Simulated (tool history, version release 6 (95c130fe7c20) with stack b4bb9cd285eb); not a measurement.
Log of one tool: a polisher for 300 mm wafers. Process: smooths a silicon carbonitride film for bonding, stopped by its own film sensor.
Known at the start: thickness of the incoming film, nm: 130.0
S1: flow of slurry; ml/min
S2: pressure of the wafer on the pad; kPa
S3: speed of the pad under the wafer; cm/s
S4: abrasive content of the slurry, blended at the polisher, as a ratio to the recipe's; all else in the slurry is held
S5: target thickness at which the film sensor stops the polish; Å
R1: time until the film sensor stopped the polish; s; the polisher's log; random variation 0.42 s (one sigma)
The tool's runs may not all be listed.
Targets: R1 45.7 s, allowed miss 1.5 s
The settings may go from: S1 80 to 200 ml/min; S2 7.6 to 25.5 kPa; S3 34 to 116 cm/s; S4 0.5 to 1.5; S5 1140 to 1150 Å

run,day,S1,S2,S3,S4,S5,R1
1,0,130,16.5,74,1,1140,57.817
2,0.067,130,16.5,74,0.85,1140,60.485
3,0.196,135,17.2,74,0.85,1140,59.207
4,0.504,135,17.2,74,0.65,1140,69.084
5,0.542,135,18.6,74,0.65,1140,63.093
6,0.742,135,18.6,74,0.85,1140,53.952
7,0.921,140,19.3,74,0.85,1140,51.905
8,1.162,145,20,74,0.85,1140,50.42
9,1.279,145,20.7,74,0.85,1140,48.615

5 next moves are on the table. One of them brings every result within its allowed miss. Which?
A,1.396,100,23.4,76,0.9,1150,?
B,1.396,170,17.2,94,0.95,1150,?
C,1.396,150,21.4,76,0.75,1150,?
D,1.396,115,22.8,80,0.55,1150,?
E,1.396,155,20.7,74,0.8,1140,?

move,R1
A,42.074
B,41.569
C,46.063
D,52.797
E,49.775
A: takes the result that was furthest off past its target
B: takes the result that was furthest off past its target
C: meets every target
D: further off than the last run
E: further off than the last run
Move C is the one to make.
